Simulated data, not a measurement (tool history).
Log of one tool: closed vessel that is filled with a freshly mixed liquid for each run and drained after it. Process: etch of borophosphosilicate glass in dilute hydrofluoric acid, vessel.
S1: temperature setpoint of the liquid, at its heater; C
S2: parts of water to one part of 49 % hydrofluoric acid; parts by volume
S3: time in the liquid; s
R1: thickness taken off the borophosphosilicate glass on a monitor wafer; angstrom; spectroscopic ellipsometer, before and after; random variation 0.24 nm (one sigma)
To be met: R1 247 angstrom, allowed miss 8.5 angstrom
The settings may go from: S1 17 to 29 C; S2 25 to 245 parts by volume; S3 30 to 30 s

run    day    S1   S2  S3      R1
  1      0    21  135  30  130.38
  2  0.192    21  135  30  129.77
  3  0.212    21  135  30  129.79
  4  0.271    23  125  30  152.64
  5  0.558    21  125  30  142.55
  6  0.683    23  115  30  166.42
  7  0.708  24.5  110  30  188.81
  8  0.971  25.5  105  30  205.92
  9  1.225  26.5  105  30  218.22
 10    1.3  26.5  105  30  212.25
 11    1.4    27  105  30  217.68
 12  1.446  27.5  105  30  223.47
 13  1.692    28  105  30  229.56

Which of these 5 next moves meets every target?
  A  1.938    27   95  30   ?
  B  1.938  27.5  105  30   ?
  C  1.938  25.5   95  30   ?
  D  1.938  27.5  115  30   ?
  E  1.938  27.5  110  30   ?

move      R1
   A  246.78
   B  224.45
   C  232.83
   D  202.15
   E  212.79
A: meets every target
B: further off than the last run
C: nearer than the last run, and not there yet
D: further off than the last run
E: further off than the last run
The right move is A.
